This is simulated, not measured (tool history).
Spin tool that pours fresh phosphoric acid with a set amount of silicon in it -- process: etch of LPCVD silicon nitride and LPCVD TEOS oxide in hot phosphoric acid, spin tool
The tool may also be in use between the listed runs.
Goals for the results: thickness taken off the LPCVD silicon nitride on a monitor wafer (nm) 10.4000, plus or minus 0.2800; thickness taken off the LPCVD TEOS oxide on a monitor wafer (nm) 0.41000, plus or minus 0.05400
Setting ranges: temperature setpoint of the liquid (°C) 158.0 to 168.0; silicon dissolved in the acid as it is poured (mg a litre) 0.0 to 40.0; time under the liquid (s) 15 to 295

run,hour,temperature setpoint of the liquid (°C),silicon dissolved in the acid as it is poured (mg a litre),time under the liquid (s),thickness taken off the LPCVD silicon nitride on a monitor wafer (nm),thickness taken off the LPCVD TEOS oxide on a monitor wafer (nm)
1,0.0,163.0,17.5,150,14.1810,0.61576
2,6.5,163.0,8.0,150,14.1090,0.72226
3,7.7,163.0,3.0,150,14.1230,0.87607
4,12.3,162.5,5.0,145,13.3450,0.77881
5,19.0,162.5,0.0,145,13.4020,0.80422
6,23.6,160.5,0.0,145,12.5660,0.69352
7,28.9,160.0,2.0,140,11.9570,0.58869
8,30.3,158.0,7.0,125,10.0140,0.41228
9,31.0,158.0,7.5,125,9.9671,0.43628
10,34.2,158.0,7.5,125,10.0190,0.41651
11,37.1,158.0,8.0,125,10.0730,0.40343
12,43.8,158.0,8.5,125,9.8928,0.41443
13,46.9,158.0,9.5,125,10.0240,0.43526
14,47.7,158.0,11.5,125,10.0050,0.39566
15,55.9,158.0,12.0,125,9.9028,0.39652
16,58.6,158.0,12.5,125,9.9627,0.39290
17,60.7,158.0,13.0,125,9.9246,0.39006
18,61.7,158.0,13.0,125,9.9452,0.36034
19,65.7,158.0,12.5,125,10.0020,0.37298

Below are 4 possible settings for the next run. Only one of them brings all results inside the allowed miss of their targets. Which is it?
A,69.7,158.5,9.5,120,?,?
B,69.7,159.0,23.0,120,?,?
C,69.7,158.0,11.0,130,?,?
D,69.7,158.0,23.0,130,?,?

move,thickness taken off the LPCVD silicon nitride on a monitor wafer (nm),thickness taken off the LPCVD TEOS oxide on a monitor wafer (nm)
A,9.7327,0.41953
B,9.8985,0.30626
C,10.3670,0.42340
D,10.3670,0.30792
A: the biggest miss grows against the last run
B: the biggest miss grows against the last run
C: all results land within tolerance of their targets
D: brings the last run's worst result on target, with another outside its allowed miss
Answer: C
